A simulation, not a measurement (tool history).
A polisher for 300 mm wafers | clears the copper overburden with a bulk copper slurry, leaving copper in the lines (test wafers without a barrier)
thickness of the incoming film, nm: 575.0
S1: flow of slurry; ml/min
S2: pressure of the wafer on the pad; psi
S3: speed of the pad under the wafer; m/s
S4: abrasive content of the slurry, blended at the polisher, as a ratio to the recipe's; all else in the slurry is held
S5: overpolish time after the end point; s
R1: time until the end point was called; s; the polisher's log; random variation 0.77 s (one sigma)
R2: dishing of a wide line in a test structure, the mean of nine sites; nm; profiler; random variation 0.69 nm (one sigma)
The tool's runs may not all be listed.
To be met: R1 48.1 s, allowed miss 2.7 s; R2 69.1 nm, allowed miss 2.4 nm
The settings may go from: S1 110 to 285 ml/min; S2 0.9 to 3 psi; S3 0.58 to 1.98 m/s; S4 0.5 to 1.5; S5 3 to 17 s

run	hour	S1	S2	S3	S4	S5	R1	R2
1	0	180	1.9	1.28	1	9	59.224	53.286
2	1.6	180	2	1.28	1	9	59.098	55.486
3	2.9	185	2.1	1.28	1	9	56.709	56.964
4	8.3	185	2.1	1.16	1	9	62.571	53.359
5	16.9	185	2.2	1.16	1	9	58.469	55.205
6	23.3	185	2.2	1.16	0.8	9	63.625	53.772
7	31.3	185	2.3	1.16	0.8	9	62.706	54.471
8	36.8	185	2.4	1.16	0.8	9	61.017	56.458
9	45.4	185	2.5	1.16	0.8	9	57.488	58.342
10	49	185	2.6	1.16	0.8	9	55.248	59.906
11	49.9	190	2.8	1.16	0.8	9	52.789	63.149
12	51	190	2.9	1.18	0.8	9	47.979	66.879
13	57.7	190	2.9	1.18	0.8	9	49.793	67.301

5 next moves are on the table. One of them brings every result within its allowed miss. Which?
A	64.4	185	3	1.18	0.95	8	?	?
B	64.4	220	3	1.02	0.75	10	?	?
C	64.4	175	3	1.22	0.8	9	?	?
D	64.4	190	3	1.14	0.75	9	?	?
E	64.4	140	2.4	1.3	0.75	11	?	?

move	R1	R2
A	45.829	63.556
B	54.492	65.992
C	46.486	68.662
D	49.824	65.216
E	55.14	68.543
A: further off than the last run
B: further off than the last run
C: meets every target
D: further off than the last run
E: brings the result that was furthest off to its target, and leaves another outside
The right move is C.

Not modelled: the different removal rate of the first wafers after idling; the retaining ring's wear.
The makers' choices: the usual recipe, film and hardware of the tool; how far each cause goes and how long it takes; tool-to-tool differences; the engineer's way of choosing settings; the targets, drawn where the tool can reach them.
